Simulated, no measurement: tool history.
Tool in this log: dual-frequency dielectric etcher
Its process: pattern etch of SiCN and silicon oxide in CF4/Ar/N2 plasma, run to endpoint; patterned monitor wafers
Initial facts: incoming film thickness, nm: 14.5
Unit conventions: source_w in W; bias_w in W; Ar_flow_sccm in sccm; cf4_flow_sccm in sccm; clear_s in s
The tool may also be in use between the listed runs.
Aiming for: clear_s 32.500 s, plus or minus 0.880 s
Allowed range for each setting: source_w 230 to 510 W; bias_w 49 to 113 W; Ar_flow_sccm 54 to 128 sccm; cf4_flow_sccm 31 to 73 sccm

| run | hour | source_w | bias_w | Ar_flow_sccm | cf4_flow_sccm | clear_s |
|---|---|---|---|---|---|---|
| 1 | 0.0 | 370 | 81 | 91 | 52 | 18.331 |
| 2 | 8.9 | 370 | 81 | 107 | 52 | 18.644 |
| 3 | 13.5 | 370 | 71 | 107 | 52 | 19.651 |
| 4 | 20.4 | 340 | 66 | 111 | 49 | 22.632 |
| 5 | 21.5 | 340 | 66 | 111 | 57 | 22.440 |
| 6 | 22.7 | 310 | 64 | 112 | 57 | 24.942 |
| 7 | 29.4 | 240 | 56 | 115 | 56 | 36.985 |
| 8 | 30.5 | 240 | 56 | 115 | 56 | 36.642 |
| 9 | 36.3 | 250 | 56 | 115 | 56 | 34.659 |

Which single option among these 5 for the next run brings every result within its allowed miss of target? Just one does.
| A | 42.1 | 270 | 53 | 115 | 55 | ? |
| B | 42.1 | 250 | 53 | 108 | 56 | ? |
| C | 42.1 | 240 | 62 | 109 | 52 | ? |
| D | 42.1 | 260 | 51 | 127 | 58 | ? |
| E | 42.1 | 250 | 54 | 118 | 56 | ? |

| move | clear_s |
|---|---|
| A | 32.140 |
| B | 35.138 |
| C | 35.216 |
| D | 34.301 |
| E | 35.188 |
A: every result lands within tolerance
B: its largest miss is bigger than the last run's
C: its largest miss is bigger than the last run's
D: nearer than the last run, and not there yet
E: its largest miss is bigger than the last run's
Correct choice: A, which meets every target
